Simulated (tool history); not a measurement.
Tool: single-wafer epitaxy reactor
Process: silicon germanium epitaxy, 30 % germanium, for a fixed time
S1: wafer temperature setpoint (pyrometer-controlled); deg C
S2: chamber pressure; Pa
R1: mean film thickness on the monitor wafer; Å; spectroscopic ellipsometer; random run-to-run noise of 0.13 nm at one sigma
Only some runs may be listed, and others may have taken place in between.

Run 1, day 0.000: S1 580 deg C, S2 2866 Pa. Result: R1 473.52 Å.
Run 2, day 0.325: S1 580 deg C, S2 3360 Pa. Result: R1 510.89 Å.
Run 3, day 0.517: S1 571 deg C, S2 3360 Pa. Result: R1 435.28 Å.
Run 4, day 0.812: S1 571 deg C, S2 3653 Pa. Result: R1 450.72 Å.
Run 5, day 1.004: S1 571 deg C, S2 3240 Pa. Result: R1 427.88 Å.
Run 6, day 1.142: S1 571 deg C, S2 2946 Pa. Result: R1 408.99 Å.

Estimate the outcome of run 7 from the log above:
Run 7, day 1.496: S1 574 deg C, S2 2960 Pa. Result: R1 ?.

Run 7 gave R1 434.49 Å.
